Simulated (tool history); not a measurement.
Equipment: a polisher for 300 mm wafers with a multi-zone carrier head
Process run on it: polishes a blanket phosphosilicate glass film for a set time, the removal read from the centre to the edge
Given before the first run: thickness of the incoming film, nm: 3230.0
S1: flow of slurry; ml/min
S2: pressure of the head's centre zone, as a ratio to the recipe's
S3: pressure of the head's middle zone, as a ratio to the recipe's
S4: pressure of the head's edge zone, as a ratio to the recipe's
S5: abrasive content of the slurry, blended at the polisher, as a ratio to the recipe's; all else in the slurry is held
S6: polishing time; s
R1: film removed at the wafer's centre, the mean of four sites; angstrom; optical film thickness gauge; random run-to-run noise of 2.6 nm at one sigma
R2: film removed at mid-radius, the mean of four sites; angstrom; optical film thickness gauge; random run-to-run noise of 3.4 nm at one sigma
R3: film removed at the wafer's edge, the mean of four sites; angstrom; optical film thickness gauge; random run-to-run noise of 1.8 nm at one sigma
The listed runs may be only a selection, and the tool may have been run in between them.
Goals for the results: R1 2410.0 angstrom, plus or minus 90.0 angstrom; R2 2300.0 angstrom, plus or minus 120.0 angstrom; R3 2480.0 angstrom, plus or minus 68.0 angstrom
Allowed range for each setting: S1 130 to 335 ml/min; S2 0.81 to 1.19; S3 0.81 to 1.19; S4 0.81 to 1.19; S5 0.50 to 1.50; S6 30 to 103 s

{"run": 1, "hour": 0.0, "S1": 215, "S2": 1.0, "S3": 1.0, "S4": 1.0, "S5": 1.0, "S6": 66, "R1": 4048.7, "R2": 4106.2, "R3": 4144.6}
{"run": 2, "hour": 6.6, "S1": 210, "S2": 0.99, "S3": 0.97, "S4": 0.98, "S5": 0.9, "S6": 63, "R1": 3550.4, "R2": 3460.8, "R3": 3628.3}
{"run": 3, "hour": 7.8, "S1": 210, "S2": 0.99, "S3": 0.97, "S4": 0.98, "S5": 0.9, "S6": 71, "R1": 4028.9, "R2": 3954.5, "R3": 4055.3}
{"run": 4, "hour": 8.6, "S1": 210, "S2": 0.99, "S3": 0.97, "S4": 0.98, "S5": 0.9, "S6": 64, "R1": 3566.8, "R2": 3611.3, "R3": 3656.7}
{"run": 5, "hour": 15.1, "S1": 180, "S2": 0.99, "S3": 0.97, "S4": 0.98, "S5": 0.9, "S6": 64, "R1": 3468.0, "R2": 3599.9, "R3": 3589.9}
{"run": 6, "hour": 22.0, "S1": 180, "S2": 0.93, "S3": 0.97, "S4": 0.98, "S5": 0.9, "S6": 64, "R1": 3361.3, "R2": 3504.8, "R3": 3623.7}
{"run": 7, "hour": 29.8, "S1": 180, "S2": 0.93, "S3": 0.97, "S4": 0.98, "S5": 0.9, "S6": 64, "R1": 3315.8, "R2": 3506.4, "R3": 3558.1}
{"run": 8, "hour": 32.9, "S1": 180, "S2": 0.92, "S3": 0.94, "S4": 0.95, "S5": 0.8, "S6": 64, "R1": 2893.2, "R2": 3080.4, "R3": 3236.2}
{"run": 9, "hour": 36.2, "S1": 180, "S2": 0.95, "S3": 0.92, "S4": 0.92, "S5": 0.75, "S6": 64, "R1": 2860.4, "R2": 2829.4, "R3": 2991.8}
{"run": 10, "hour": 44.5, "S1": 175, "S2": 0.94, "S3": 0.91, "S4": 0.9, "S5": 0.75, "S6": 64, "R1": 2829.8, "R2": 2815.0, "R3": 2935.3}
{"hour": 50.1, "done": "worn pad replaced by a new one"}
{"run": 11, "hour": 50.1, "S1": 170, "S2": 0.93, "S3": 0.89, "S4": 0.88, "S5": 0.75, "S6": 64, "R1": 3213.8, "R2": 3116.1, "R3": 3266.2}
{"run": 12, "hour": 54.0, "S1": 180, "S2": 0.97, "S3": 0.91, "S4": 0.93, "S5": 0.75, "S6": 64, "R1": 3333.7, "R2": 3229.0, "R3": 3418.3}
{"run": 13, "hour": 55.0, "S1": 210, "S2": 0.95, "S3": 0.92, "S4": 0.91, "S5": 0.75, "S6": 64, "R1": 3333.5, "R2": 3399.9, "R3": 3458.7}

Pick the move, out of 4, that brings all results within their allowed miss; only one does.
{"run": "A", "hour": 56.0, "S1": 310, "S2": 0.87, "S3": 1.08, "S4": 0.84, "S5": 1.15, "S6": 74, "R1": "?", "R2": "?", "R3": "?"}
{"run": "B", "hour": 56.0, "S1": 180, "S2": 0.93, "S3": 0.87, "S4": 0.87, "S5": 0.55, "S6": 72, "R1": "?", "R2": "?", "R3": "?"}
{"run": "C", "hour": 56.0, "S1": 255, "S2": 0.83, "S3": 0.92, "S4": 1.0, "S5": 0.65, "S6": 65, "R1": "?", "R2": "?", "R3": "?"}
{"run": "D", "hour": 56.0, "S1": 195, "S2": 1.13, "S3": 0.94, "S4": 0.81, "S5": 0.85, "S6": 74, "R1": "?", "R2": "?", "R3": "?"}

move=A R1=5190.4 R2=6346.7 R3=5399.8
move=B R1=2344.5 R2=2294.6 R3=2429.7
move=C R1=2643.4 R2=2933.4 R3=3120.2
move=D R1=4819.1 R2=4310.5 R3=4130.6
A: moves away from the targets compared with the last run
B: all results in spec
C: moves toward the targets from the last run without getting all of them in spec
D: moves away from the targets compared with the last run
So the answer is move B, the one that meets all the targets.
